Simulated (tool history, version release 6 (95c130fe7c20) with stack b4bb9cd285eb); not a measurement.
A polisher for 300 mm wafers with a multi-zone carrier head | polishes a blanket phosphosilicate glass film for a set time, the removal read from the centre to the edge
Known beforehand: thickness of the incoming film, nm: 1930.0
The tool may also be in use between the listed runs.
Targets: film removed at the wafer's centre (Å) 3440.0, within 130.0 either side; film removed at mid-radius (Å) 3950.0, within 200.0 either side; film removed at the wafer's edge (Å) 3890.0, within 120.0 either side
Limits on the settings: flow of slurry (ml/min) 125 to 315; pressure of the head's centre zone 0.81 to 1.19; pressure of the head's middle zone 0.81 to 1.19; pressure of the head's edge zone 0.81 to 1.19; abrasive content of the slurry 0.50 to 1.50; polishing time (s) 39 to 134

run	hour	flow of slurry (ml/min)	pressure of the head's centre zone	pressure of the head's middle zone	pressure of the head's edge zone	abrasive content of the slurry	polishing time (s)	film removed at the wafer's centre (Å)	film removed at mid-radius (Å)	film removed at the wafer's edge (Å)
1	0.0	205	1.00	1.00	1.00	1.00	86	5507.4	5526.1	5536.1
2	3.6	200	0.96	0.99	0.97	0.90	85	4868.9	5156.3	5062.6
3	5.8	195	0.93	0.97	0.94	0.80	85	4254.9	4649.8	4523.1
4	6.9	190	0.91	0.95	0.91	0.80	85	4094.1	4516.2	4497.3
5	14.3	190	0.91	1.00	0.91	0.80	85	4123.1	4558.0	4479.3
6	21.8	185	0.90	1.00	0.89	0.75	85	3890.7	4413.6	4236.2
7	23.9	180	0.89	0.99	0.87	0.75	85	3876.0	4239.6	4192.9
8	31.7	180	0.87	1.00	0.86	0.75	85	3706.0	4448.5	4241.8
9	37.4	175	0.87	0.99	0.85	0.75	85	3717.7	4279.5	4142.1
10	42.5	170	0.86	0.98	0.84	0.75	85	3665.2	4256.4	4109.8
11	43.1	155	0.84	0.94	0.81	0.65	85	3094.5	3608.1	3498.6
12	47.6	170	0.84	0.94	0.82	0.65	85	3105.8	3589.1	3555.2
13	53.9	175	0.85	0.95	0.84	0.65	85	3177.8	3637.0	3586.4
14	55.8	175	0.86	0.96	0.86	0.65	85	3204.6	3714.9	3634.1
15	64.1	215	0.90	0.97	0.93	0.70	85	3681.0	4004.9	4112.8
16	66.1	205	0.89	0.97	0.92	0.70	85	3560.1	3938.5	4114.4
17	71.0	205	0.89	1.01	0.84	0.65	85	3371.0	3813.7	3659.3
18	76.6	205	0.89	1.01	0.86	0.65	85	3382.5	3832.4	3682.5
19	82.1	205	0.89	1.01	0.87	0.65	85	3379.9	3874.3	3660.3
20	82.9	220	0.87	0.98	0.95	0.70	85	3590.1	4012.5	4084.7
21	90.6	220	0.87	0.98	0.93	0.70	85	3471.5	4023.5	4072.2
22	95.5	220	0.87	0.98	0.92	0.70	85	3529.0	4058.9	4056.6
23	96.2	220	0.87	0.98	0.91	0.70	85	3591.6	4071.9	3997.0
24	104.1	220	0.87	0.98	0.91	0.70	85	3581.8	4138.0	4024.5
25	111.4	215	0.87	0.97	0.90	0.70	85	3481.7	4091.9	4023.5
26	112.6	215	0.87	0.97	0.90	0.70	85	3602.4	4001.3	3989.5

Which one of the following 5 next-run settings gets every result inside its allowed miss? There is exactly one.
A	113.8	275	0.86	1.08	0.94	0.70	84	?	?	?
B	113.8	235	0.85	1.07	0.83	0.65	97	?	?	?
C	113.8	205	0.84	0.83	0.81	0.75	75	?	?	?
D	113.8	170	0.84	1.05	0.88	0.70	80	?	?	?
E	113.8	250	0.82	0.92	0.81	0.75	80	?	?	?

move	film removed at the wafer's centre (Å)	film removed at mid-radius (Å)	film removed at the wafer's edge (Å)
A	3554.6	4501.3	4032.3
B	3697.2	4712.0	4090.3
C	3218.8	3458.6	3606.5
D	3160.4	4032.5	3645.5
E	3414.9	4037.4	3890.4
A: the furthest-off result lands on target, but another misses its tolerance
B: its largest miss is bigger than the last run's
C: carries the result that was furthest off beyond its target, to the other side
D: carries the result that was furthest off beyond its target, to the other side
E: each result inside its tolerance
Answer: E

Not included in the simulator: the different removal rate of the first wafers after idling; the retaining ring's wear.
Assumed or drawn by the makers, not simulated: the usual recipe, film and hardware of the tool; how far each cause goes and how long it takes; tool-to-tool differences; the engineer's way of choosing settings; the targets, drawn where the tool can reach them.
